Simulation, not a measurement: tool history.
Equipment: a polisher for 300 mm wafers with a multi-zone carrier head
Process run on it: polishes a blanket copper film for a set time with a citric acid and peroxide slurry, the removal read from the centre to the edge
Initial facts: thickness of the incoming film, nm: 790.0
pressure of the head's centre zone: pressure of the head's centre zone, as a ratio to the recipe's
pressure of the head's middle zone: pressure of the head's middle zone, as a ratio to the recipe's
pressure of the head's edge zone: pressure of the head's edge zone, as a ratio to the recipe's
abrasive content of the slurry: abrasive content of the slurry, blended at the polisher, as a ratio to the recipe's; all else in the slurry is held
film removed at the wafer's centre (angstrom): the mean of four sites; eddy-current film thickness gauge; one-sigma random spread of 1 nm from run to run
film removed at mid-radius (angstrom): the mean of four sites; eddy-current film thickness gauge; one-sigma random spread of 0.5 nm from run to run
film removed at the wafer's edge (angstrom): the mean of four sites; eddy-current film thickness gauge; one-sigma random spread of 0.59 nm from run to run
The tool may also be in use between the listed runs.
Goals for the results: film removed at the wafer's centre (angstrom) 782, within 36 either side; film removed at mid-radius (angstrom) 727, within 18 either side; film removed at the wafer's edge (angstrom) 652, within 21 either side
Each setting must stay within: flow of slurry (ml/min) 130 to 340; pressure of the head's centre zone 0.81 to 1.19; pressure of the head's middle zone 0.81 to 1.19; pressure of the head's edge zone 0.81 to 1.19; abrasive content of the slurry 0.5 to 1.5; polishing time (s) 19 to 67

run    day  flow of slurry (ml/min)  pressure of the head's centre zone  pressure of the head's middle zone  pressure of the head's edge zone  abrasive content of the slurry  polishing time (s)  film removed at the wafer's centre (angstrom)  film removed at mid-radius (angstrom)  film removed at the wafer's edge (angstrom)
  1      0                      220                                   1                                   1                                 1                               1                  43                                         1234.2                                 1232.6                                       1244.9
  2   0.05                      220                                1.01                                   1                              0.98                            0.95                  40                                           1110                                 1129.1                                       1120.7
  3  0.275                      220                                1.04                                   1                              0.96                             0.9                  38                                         1092.1                                   1071                                       1033.9
  4  0.521                      220                                1.04                                   1                              0.96                             0.9                  44                                           1273                                 1233.9                                       1187.5
  5  0.679                      215                                1.05                                0.99                              0.94                            0.85                  42                                         1226.3                                 1149.6                                       1117.2
  6  0.867                      215                                0.99                                0.99                              0.94                            0.85                  42                                         1129.4                                 1156.1                                       1118.9
  7  0.971                      220                                1.09                                1.01                              0.84                             0.6                  30                                         867.75                                 796.66                                        733.4
  8  1.025                      215                                1.09                                1.01                              0.84                             0.6                  30                                         849.48                                 788.97                                       714.32
  9  1.079                      205                                1.09                                1.01                              0.84                             0.6                  30                                         858.66                                 785.93                                       714.68
 10  1.338                      200                                1.09                                1.01                              0.84                             0.6                  30                                         830.52                                 785.83                                       709.98
 11  1.462                      195                                 1.1                                1.01                              0.84                             0.6                  30                                         844.63                                 778.43                                       711.53
 12  1.546                      190                                 1.1                                1.01                              0.84                             0.6                  30                                         830.89                                 773.37                                       709.05
 13  1.617                      185                                 1.1                                1.01                              0.84                             0.6                  30                                          829.8                                 764.27                                       706.38
 14  1.888                      165                                1.11                                1.03                              0.81                             0.5                  28                                         760.98                                 693.83                                       639.31

Below are 4 possible settings for the next run. Only one of them brings all results inside the allowed miss of their targets. Which is it?
  A  2.158                      155                                1.09                                1.01                               0.9                             0.5                  30                                              ?                                      ?                                            ?
  B  2.158                      155                                1.11                                1.04                              0.81                            0.75                  28                                              ?                                      ?                                            ?
  C  2.158                      250                                1.07                                 0.9                              0.83                            0.65                  27                                              ?                                      ?                                            ?
  D  2.158                      135                                1.14                                0.98                              0.83                             0.5                  30                                              ?                                      ?                                            ?

move  film removed at the wafer's centre (angstrom)  film removed at mid-radius (angstrom)  film removed at the wafer's edge (angstrom)
   A                                         772.13                                 736.83                                       688.44
   B                                         778.46                                 744.22                                       649.79
   C                                         773.88                                 689.66                                       658.48
   D                                         777.63                                 697.98                                       648.43
A: the furthest-off result lands on target, but another misses its tolerance
B: in spec on every target
C: further off than the last run
D: gains on the last run, yet a result remains outside its allowed miss
Correct choice: B, which meets every target

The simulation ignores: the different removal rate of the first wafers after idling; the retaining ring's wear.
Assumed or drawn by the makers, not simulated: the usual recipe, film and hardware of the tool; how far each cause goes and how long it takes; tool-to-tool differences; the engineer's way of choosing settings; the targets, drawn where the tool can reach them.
